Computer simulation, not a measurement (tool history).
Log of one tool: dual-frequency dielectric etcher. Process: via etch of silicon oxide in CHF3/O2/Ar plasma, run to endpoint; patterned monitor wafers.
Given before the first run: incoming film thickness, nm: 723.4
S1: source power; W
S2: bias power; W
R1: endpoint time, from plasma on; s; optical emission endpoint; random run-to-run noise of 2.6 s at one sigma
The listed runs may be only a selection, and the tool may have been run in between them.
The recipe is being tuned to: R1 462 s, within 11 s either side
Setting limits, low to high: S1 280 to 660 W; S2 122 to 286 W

run,day,S1,S2,R1
1,0,470,204,377.06
2,0.242,470,175,403.94
3,0.458,470,208,369.87
4,0.6,440,201,386.22
# day 0.679: bias power generator calibrated
5,0.679,420,194,403.43
6,1.004,400,192,405.47
7,1.238,400,192,404.46
8,1.279,380,186,417.14
9,1.438,360,182,423.87
10,1.696,350,178,429.82

4 candidate next runs follow, results not yet known. Just one meets every target within its allowed miss. Identify it.
A,1.954,350,174,?
B,1.954,360,176,?
C,1.954,390,137,?
D,1.954,390,185,?

move,R1
A,436.07
B,431.18
C,466.03
D,414.57
A: gains on the last run, yet a result remains outside its allowed miss
B: neither nearer nor further off than the last run
C: hits every target within its allowed miss
D: moves away from the targets compared with the last run
Answer: C

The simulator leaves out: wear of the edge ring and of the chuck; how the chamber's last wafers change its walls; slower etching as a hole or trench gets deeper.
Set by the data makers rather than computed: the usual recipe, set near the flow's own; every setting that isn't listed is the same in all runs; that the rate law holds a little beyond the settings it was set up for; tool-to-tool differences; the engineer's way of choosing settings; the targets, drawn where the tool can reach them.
